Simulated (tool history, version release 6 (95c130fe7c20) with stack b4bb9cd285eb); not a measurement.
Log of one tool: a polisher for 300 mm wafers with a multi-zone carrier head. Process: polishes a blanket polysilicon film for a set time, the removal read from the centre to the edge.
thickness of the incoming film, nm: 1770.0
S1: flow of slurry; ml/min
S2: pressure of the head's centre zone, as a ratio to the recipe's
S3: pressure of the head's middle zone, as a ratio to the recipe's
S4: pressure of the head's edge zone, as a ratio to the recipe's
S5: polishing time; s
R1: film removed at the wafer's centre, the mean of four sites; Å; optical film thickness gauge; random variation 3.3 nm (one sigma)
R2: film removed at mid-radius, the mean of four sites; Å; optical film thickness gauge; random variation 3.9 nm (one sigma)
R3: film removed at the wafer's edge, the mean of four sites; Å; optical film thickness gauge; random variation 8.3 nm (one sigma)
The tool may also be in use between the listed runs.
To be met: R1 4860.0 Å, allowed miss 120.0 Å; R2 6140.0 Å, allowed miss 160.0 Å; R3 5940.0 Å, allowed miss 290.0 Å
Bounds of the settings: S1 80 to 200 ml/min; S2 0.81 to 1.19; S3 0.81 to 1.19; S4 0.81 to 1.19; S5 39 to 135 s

run,hour,S1,S2,S3,S4,S5,R1,R2,R3
1,0.0,130,1.00,1.00,1.00,87,4229.5,4211.2,4348.8
2,8.9,130,1.00,0.93,1.00,87,4255.6,3989.9,4292.3
3,17.6,130,1.00,0.93,1.00,100,4833.5,4540.0,5016.4
4,18.2,130,1.00,0.93,1.05,100,4829.3,4544.7,5187.8
5,27.1,130,1.00,0.93,0.99,100,4817.4,4600.5,5026.0
6,28.0,135,0.99,0.95,1.00,100,4918.4,4737.9,5061.5
7,36.7,140,0.89,1.05,1.10,107,4804.2,5520.7,5727.4
8,40.8,140,0.89,1.06,1.10,107,4775.7,5556.5,5681.9

5 next moves are on the table. One of them brings every result within its allowed miss. Which?
A,44.9,105,0.88,0.84,1.19,118,?,?,?
B,44.9,145,0.86,1.14,1.13,111,?,?,?
C,44.9,140,0.93,1.13,1.08,105,?,?,?
D,44.9,140,0.87,1.15,1.00,117,?,?,?
E,44.9,145,0.92,1.14,1.11,110,?,?,?

move,R1,R2,R3
A,4851.3,4751.0,6242.6
B,4930.9,6272.7,6030.6
C,4915.4,5843.2,5545.8
D,5200.0,6612.6,5948.4
E,5149.9,6214.8,5922.1
A: further off than the last run
B: meets every target
C: nearer than the last run, and not there yet
D: takes the result that was furthest off past its target
E: brings the result that was furthest off to its target, and leaves another outside
Move B is the one to make.

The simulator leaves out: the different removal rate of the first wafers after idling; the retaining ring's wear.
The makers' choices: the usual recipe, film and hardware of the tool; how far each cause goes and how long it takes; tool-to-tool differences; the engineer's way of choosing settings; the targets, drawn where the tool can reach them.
